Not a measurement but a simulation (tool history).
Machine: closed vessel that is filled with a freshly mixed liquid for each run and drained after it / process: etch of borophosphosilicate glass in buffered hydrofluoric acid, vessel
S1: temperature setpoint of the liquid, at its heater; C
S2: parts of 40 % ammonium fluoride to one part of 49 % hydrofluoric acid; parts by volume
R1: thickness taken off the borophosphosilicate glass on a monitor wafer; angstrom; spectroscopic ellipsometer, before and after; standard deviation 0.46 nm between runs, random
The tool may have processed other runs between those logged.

run 1 day=0.000 | S1=21.0 S2=13.0 time_in_the_liquid_(s)=30 | R1=247.00
run 2 day=0.221 | S1=17.5 S2=13.0 time_in_the_liquid_(s)=30 | R1=201.54
run 3 day=0.329 | S1=17.5 S2=13.0 time_in_the_liquid_(s)=30 | R1=202.30
run 4 day=0.688 | S1=17.5 S2=11.5 time_in_the_liquid_(s)=30 | R1=232.43
run 5 day=0.954 | S1=17.5 S2=11.5 time_in_the_liquid_(s)=30 | R1=232.83
run 6 day=1.325 | S1=17.0 S2=11.5 time_in_the_liquid_(s)=30 | R1=223.20
run 7 day=1.438 | S1=18.5 S2=11.0 time_in_the_liquid_(s)=30 | R1=251.76
run 8 day=1.608 | S1=19.5 S2=10.5 time_in_the_liquid_(s)=30 | R1=278.97
run 9 day=1.729 | S1=20.5 S2=10.5 time_in_the_liquid_(s)=30 | R1=299.46

Expected results for the next run?
run 10 day=2.058 | S1=21.5 S2=10.5 time_in_the_liquid_(s)=30 | R1=?

R1: 312.95 angstrom
